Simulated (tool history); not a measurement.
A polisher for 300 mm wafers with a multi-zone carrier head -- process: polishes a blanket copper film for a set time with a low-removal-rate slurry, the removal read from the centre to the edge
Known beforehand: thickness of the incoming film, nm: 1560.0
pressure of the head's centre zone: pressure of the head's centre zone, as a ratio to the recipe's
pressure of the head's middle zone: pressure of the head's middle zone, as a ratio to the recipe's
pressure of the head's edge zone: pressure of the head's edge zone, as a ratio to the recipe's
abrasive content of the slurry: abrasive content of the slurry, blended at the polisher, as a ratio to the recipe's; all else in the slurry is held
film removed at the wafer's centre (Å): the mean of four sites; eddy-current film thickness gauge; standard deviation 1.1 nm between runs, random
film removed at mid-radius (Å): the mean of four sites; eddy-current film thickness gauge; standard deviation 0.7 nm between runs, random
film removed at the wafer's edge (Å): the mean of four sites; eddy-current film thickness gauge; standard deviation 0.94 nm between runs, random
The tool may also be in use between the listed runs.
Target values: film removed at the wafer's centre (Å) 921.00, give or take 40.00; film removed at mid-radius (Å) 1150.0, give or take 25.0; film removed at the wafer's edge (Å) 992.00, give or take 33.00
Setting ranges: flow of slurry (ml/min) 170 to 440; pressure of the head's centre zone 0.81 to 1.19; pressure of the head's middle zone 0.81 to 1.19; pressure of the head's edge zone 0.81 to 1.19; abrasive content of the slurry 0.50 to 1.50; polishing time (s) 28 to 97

run,hour,flow of slurry (ml/min),pressure of the head's centre zone,pressure of the head's middle zone,pressure of the head's edge zone,abrasive content of the slurry,polishing time (s),film removed at the wafer's centre (Å),film removed at mid-radius (Å),film removed at the wafer's edge (Å)
1,0.0,280,1.00,1.00,1.00,1.00,62,1674.90,1752.8,1701.70
2,0.9,245,1.00,1.00,1.00,1.00,62,1636.00,1696.6,1697.90
3,8.4,285,0.95,1.00,0.96,0.85,55,1340.40,1493.7,1450.80
4,13.5,325,0.94,1.01,0.92,0.75,49,1157.50,1325.8,1247.80
5,15.2,335,0.93,1.03,0.89,0.65,47,1079.40,1259.9,1141.50
6,22.4,330,0.91,1.03,0.87,0.60,46,1051.10,1223.0,1087.10
7,29.4,335,0.88,1.03,0.86,0.55,45,956.56,1165.1,1030.60
# hour 34.0: worn pad replaced by a new one
8,34.0,330,0.87,1.03,0.85,0.55,45,1039.50,1302.0,1175.00
9,37.8,355,0.88,1.04,0.88,0.55,45,1093.80,1332.1,1167.60
10,44.5,395,0.85,1.04,0.86,0.50,34,787.45,984.0,883.43
11,51.5,400,0.87,1.07,0.91,0.55,34,815.54,1035.8,913.21
12,54.6,400,0.90,1.09,0.95,0.60,35,895.13,1101.3,972.41
13,59.5,400,0.90,1.10,0.96,0.60,35,891.67,1106.3,975.15
14,67.6,400,0.90,1.11,0.97,0.60,35,892.16,1133.8,985.41
15,71.0,400,0.91,1.11,0.97,0.60,35,892.10,1109.9,984.31

Of the 4 settings listed for the next run, only one would bring every result within its allowed miss of target. Which one?
A,74.4,405,0.91,1.11,0.93,0.50,37,?,?,?
B,74.4,355,0.89,1.03,1.00,0.50,37,?,?,?
C,74.4,375,0.92,1.11,1.03,0.90,31,?,?,?
D,74.4,440,1.00,1.02,0.96,0.95,33,?,?,?

move,film removed at the wafer's centre (Å),film removed at mid-radius (Å),film removed at the wafer's edge (Å)
A,906.32,1134.3,968.74
B,877.12,1053.0,995.29
C,856.22,1061.3,952.74
D,1008.40,1075.5,1002.10
A: each result inside its tolerance
B: lands further from the targets than the last run did
C: lands further from the targets than the last run did
D: lands further from the targets than the last run did
Answer: A
